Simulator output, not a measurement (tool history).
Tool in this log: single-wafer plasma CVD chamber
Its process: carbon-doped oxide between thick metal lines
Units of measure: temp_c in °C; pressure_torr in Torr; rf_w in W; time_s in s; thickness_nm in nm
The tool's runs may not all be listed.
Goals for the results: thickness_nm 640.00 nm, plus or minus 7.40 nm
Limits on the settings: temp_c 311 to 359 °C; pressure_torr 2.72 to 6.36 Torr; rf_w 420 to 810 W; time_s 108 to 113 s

| run | hour | temp_c | pressure_torr | rf_w | time_s | thickness_nm |
|---|---|---|---|---|---|---|
| 1 | 0.0 | 335 | 4.54 | 615 | 113 | 703.55 |
| 2 | 8.8 | 335 | 5.30 | 615 | 113 | 710.54 |
| 3 | 12.8 | 335 | 5.30 | 615 | 113 | 711.79 |
| 4 | 16.2 | 340 | 5.03 | 605 | 113 | 697.70 |
| 5 | 21.4 | 342 | 4.75 | 585 | 113 | 670.07 |
| 6 | 25.1 | 345 | 4.64 | 585 | 113 | 661.10 |
|  | 29.2 | thermocouple changed; heater temperature recalibrated |
| 7 | 29.2 | 347 | 4.58 | 585 | 113 | 668.12 |
| 8 | 34.0 | 348 | 4.38 | 580 | 113 | 657.54 |

Exactly one of the 5 candidate moves below puts every result within its allowed miss. Which one?
| A | 38.8 | 354 | 4.73 | 540 | 112 | ? |
| B | 38.8 | 350 | 4.44 | 590 | 109 | ? |
| C | 38.8 | 359 | 4.57 | 600 | 113 | ? |
| D | 38.8 | 345 | 5.24 | 590 | 108 | ? |
| E | 38.8 | 337 | 4.20 | 540 | 109 | ? |

| move | thickness_nm |
|---|---|
| A | 617.77 |
| B | 638.96 |
| C | 657.33 |
| D | 651.26 |
| E | 621.14 |
A: takes the biggest miss from the last run beyond its target
B: all results in spec
C: about the same distance from the targets as the last run
D: closer than the last run, but not yet in spec
E: takes the biggest miss from the last run beyond its target
B is the move that brings every result within its allowed miss.
